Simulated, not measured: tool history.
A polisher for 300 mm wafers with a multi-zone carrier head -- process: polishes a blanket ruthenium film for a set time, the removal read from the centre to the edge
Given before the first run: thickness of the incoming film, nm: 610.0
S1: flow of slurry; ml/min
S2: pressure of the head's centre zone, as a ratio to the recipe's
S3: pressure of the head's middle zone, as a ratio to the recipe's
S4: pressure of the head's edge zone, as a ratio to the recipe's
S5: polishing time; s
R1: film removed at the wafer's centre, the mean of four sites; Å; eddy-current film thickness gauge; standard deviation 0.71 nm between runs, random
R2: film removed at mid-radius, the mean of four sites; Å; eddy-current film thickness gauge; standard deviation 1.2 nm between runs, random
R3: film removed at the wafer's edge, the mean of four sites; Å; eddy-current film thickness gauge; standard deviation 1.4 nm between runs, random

run  hour   S1    S2    S3    S4  S5      R1      R2      R3
  1   0.0  175  1.00  1.00  1.00  90  1511.2  1542.4  1540.3
  2   1.9  175  0.93  1.00  1.00  90  1416.4  1559.0  1524.2
  3   9.5  165  0.93  0.94  0.97  83  1289.6  1323.0  1348.4
  4  18.0  165  0.87  0.94  0.97  83  1178.8  1361.6  1415.0
  5  26.5  165  0.87  0.94  0.97  95  1353.2  1534.5  1545.1
  6  28.5  165  0.87  0.94  0.97  84  1204.8  1328.8  1369.4
  7  30.7  155  0.87  0.90  0.94  82  1159.7  1253.5  1312.0
  8  35.6  145  0.88  0.87  0.92  80  1123.7  1182.8  1259.4
  9  42.9  140  0.89  0.85  0.90  79  1102.8  1120.8  1230.2

Run 10 is up next; what results do you expect?
 10  51.9  135  0.90  0.84  0.87  78   ?   ?   ?

Run 10 produced R1 1098.7 Å, R2 1123.6 Å, R3 1199.2 Å.
